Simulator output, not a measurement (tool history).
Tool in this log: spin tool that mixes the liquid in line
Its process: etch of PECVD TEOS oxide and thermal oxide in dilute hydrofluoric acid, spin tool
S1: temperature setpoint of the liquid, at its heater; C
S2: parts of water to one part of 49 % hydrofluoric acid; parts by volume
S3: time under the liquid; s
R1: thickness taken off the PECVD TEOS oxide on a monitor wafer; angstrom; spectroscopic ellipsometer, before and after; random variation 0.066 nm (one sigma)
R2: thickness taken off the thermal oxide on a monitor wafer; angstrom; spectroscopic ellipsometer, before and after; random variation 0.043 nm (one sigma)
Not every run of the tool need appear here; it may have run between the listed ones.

Run 1, hour 0.0: S1 24.0 C, S2 110 parts by volume, S3 75 s. Result: R1 92.455 angstrom, R2 35.037 angstrom.
Run 2, hour 0.9: S1 24.0 C, S2 95 parts by volume, S3 75 s. Result: R1 109.170 angstrom, R2 41.897 angstrom.
Run 3, hour 7.7: S1 25.5 C, S2 95 parts by volume, S3 75 s. Result: R1 116.200 angstrom, R2 44.163 angstrom.
Run 4, hour 15.3: S1 25.5 C, S2 95 parts by volume, S3 105 s. Result: R1 162.970 angstrom, R2 61.313 angstrom.
Run 5, hour 16.7: S1 25.5 C, S2 130 parts by volume, S3 105 s. Result: R1 113.350 angstrom, R2 42.997 angstrom.
Run 6, hour 23.9: S1 25.5 C, S2 165 parts by volume, S3 105 s. Result: R1 86.446 angstrom, R2 32.241 angstrom.

Run 7 is up next; what results do you expect?
Run 7, hour 31.9: S1 27.0 C, S2 160 parts by volume, S3 105 s. Result: R1 ?, R2 ?.

R1: 94.610 angstrom
R2: 35.756 angstrom
